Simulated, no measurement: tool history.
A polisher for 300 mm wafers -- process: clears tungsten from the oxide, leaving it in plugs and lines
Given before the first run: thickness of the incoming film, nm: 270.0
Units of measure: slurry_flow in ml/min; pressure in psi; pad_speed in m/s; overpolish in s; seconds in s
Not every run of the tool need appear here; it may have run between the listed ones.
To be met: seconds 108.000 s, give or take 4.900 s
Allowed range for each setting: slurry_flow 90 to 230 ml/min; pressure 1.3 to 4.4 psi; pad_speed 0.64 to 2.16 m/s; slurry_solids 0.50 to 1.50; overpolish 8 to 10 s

| run | hour | slurry_flow | pressure | pad_speed | slurry_solids | overpolish | seconds |
|---|---|---|---|---|---|---|---|
| 1 | 0.0 | 150 | 2.8 | 1.40 | 1.00 | 10 | 55.927 |
| 2 | 2.9 | 150 | 2.8 | 1.40 | 1.20 | 10 | 52.372 |
| 3 | 7.5 | 125 | 2.8 | 1.40 | 1.20 | 10 | 56.234 |
| 4 | 9.1 | 120 | 2.6 | 1.38 | 1.20 | 10 | 59.096 |
| 5 | 14.9 | 120 | 2.4 | 1.32 | 1.20 | 10 | 66.867 |
| 6 | 20.0 | 120 | 2.4 | 1.32 | 1.20 | 10 | 67.708 |
| 7 | 27.3 | 120 | 2.2 | 1.30 | 1.20 | 10 | 72.241 |
| 8 | 28.2 | 120 | 2.1 | 1.28 | 1.20 | 10 | 77.680 |
| 9 | 31.1 | 120 | 2.0 | 1.28 | 1.20 | 10 | 79.874 |
| 10 | 33.6 | 120 | 1.9 | 1.28 | 1.20 | 10 | 84.973 |
| 11 | 35.4 | 120 | 1.8 | 1.28 | 1.20 | 10 | 88.548 |
| 12 | 41.0 | 120 | 1.7 | 1.28 | 1.20 | 10 | 93.739 |

Consider the 4 candidate settings below. Which is the only one whose results all fall within their allowed miss of target?
| A | 46.6 | 125 | 1.4 | 1.36 | 1.10 | 10 | ? |
| B | 46.6 | 105 | 1.6 | 1.48 | 1.05 | 10 | ? |
| C | 46.6 | 145 | 1.7 | 1.44 | 1.25 | 8 | ? |
| D | 46.6 | 130 | 1.6 | 1.38 | 1.10 | 8 | ? |

| move | seconds |
|---|---|
| A | 108.440 |
| B | 95.745 |
| C | 81.274 |
| D | 94.451 |
A: hits every target within its allowed miss
B: gains on the last run, yet a result remains outside its allowed miss
C: moves away from the targets compared with the last run
D: roughly where the last run was
Go with A: it meets all targets.
